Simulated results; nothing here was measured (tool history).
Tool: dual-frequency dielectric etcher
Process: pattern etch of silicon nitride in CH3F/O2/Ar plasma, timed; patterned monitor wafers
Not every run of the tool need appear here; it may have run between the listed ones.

run  hour  source power (W)  bias power (W)  etch time (s)  mean etch depth across the wafer (angstrom)
  1   0.0               480              97           55.5                                       448.79
  2   8.5               480              82           55.5                                       429.91
  3  10.2               460              81           55.5                                       424.43
  4  12.7               520              81           55.5                                       449.42
  5  15.9               520              81           55.5                                       445.11
  6  22.7               520              81           55.5                                       443.87

What will run 7 give?
  7  24.9               500              80           55.5                                            ?

mean etch depth across the wafer (angstrom): 435.42
